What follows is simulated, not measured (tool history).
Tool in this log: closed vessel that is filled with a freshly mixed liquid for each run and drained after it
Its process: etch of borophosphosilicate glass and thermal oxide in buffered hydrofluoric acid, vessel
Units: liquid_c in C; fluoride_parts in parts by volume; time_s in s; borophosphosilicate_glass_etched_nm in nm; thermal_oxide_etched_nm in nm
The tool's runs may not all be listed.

run	hour	liquid_c	fluoride_parts	time_s	borophosphosilicate_glass_etched_nm	thermal_oxide_etched_nm
1	0	22	12	60	96.554	56.989
2	6.5	24	10	65	139.2	81.657
3	9.5	25.5	8.5	70	184.99	108.64
4	10.9	26.5	7.5	75	240.02	138.05
5	14.7	25	7.5	75	221.59	129.74
6	20.8	25	7.5	90	264.88	158.33
7	29.4	29	5.5	90	436.24	255.95
8	32.5	28.5	5.5	90	424.37	247.02

Predict the results of run 9:
9	33.7	28	5.5	90	?	?

borophosphosilicate_glass_etched_nm: 412.46 nm
thermal_oxide_etched_nm: 241.38 nm

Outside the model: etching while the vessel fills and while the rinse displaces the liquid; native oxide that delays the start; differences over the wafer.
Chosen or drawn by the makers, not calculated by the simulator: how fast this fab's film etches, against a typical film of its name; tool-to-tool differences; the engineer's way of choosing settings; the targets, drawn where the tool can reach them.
